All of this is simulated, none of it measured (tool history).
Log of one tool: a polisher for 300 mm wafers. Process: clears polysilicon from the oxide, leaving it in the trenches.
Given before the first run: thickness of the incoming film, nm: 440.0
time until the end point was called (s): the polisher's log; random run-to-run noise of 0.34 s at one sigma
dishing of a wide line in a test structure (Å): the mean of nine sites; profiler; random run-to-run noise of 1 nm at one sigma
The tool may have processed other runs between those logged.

| run | day | flow of slurry (ml/min) | pressure of the wafer on the pad (psi) | speed of the pad under the wafer (cm/s) | overpolish time after the end point (s) | time until the end point was called (s) | dishing of a wide line in a test structure (Å) |
|---|---|---|---|---|---|---|---|
| 1 | 0 | 200 | 3.1 | 94 | 19 | 34.219 | 660.64 |
| 2 | 0.108 | 200 | 3.2 | 94 | 18 | 32.835 | 668.64 |
| 3 | 0.462 | 200 | 3.3 | 94 | 16 | 31.225 | 642.73 |
| 4 | 0.654 | 200 | 3.4 | 94 | 16 | 31.059 | 655.76 |
| 5 | 0.983 | 200 | 3.4 | 94 | 15 | 30.535 | 659.6 |
| 6 | 1.25 | 200 | 3.4 | 94 | 8 | 30.558 | 545.32 |
| 7 | 1.304 | 200 | 3.4 | 94 | 9 | 30.507 | 567.2 |
| 8 | 1.425 | 200 | 3.4 | 94 | 10 | 30.871 | 594.77 |

Run 9 is up next; what results do you expect?
| 9 | 1.529 | 200 | 3.4 | 94 | 11 | ? | ? |

{"run 9": {"time until the end point was called (s)": 30.7, "dishing of a wide line in a test structure (Å)": 600.36}}
